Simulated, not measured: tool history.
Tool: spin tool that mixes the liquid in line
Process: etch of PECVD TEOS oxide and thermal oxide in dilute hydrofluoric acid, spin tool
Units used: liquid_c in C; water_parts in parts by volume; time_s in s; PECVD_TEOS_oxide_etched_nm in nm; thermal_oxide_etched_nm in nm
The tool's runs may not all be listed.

run,day,liquid_c,water_parts,time_s,PECVD_TEOS_oxide_etched_nm,thermal_oxide_etched_nm
1,0.000,21.0,90,180,31.562,9.7504
2,0.279,21.0,90,220,38.213,11.7010
3,0.325,22.0,90,220,39.868,12.0950
4,0.642,22.0,110,220,31.777,9.7504
5,0.671,24.0,110,220,34.629,10.7560
6,0.967,27.0,110,220,38.693,11.7590

Estimate the outcome of run 7 from the log above:
7,1.112,27.5,110,220,?,?

PECVD_TEOS_oxide_etched_nm: 39.522 nm
thermal_oxide_etched_nm: 12.1740 nm

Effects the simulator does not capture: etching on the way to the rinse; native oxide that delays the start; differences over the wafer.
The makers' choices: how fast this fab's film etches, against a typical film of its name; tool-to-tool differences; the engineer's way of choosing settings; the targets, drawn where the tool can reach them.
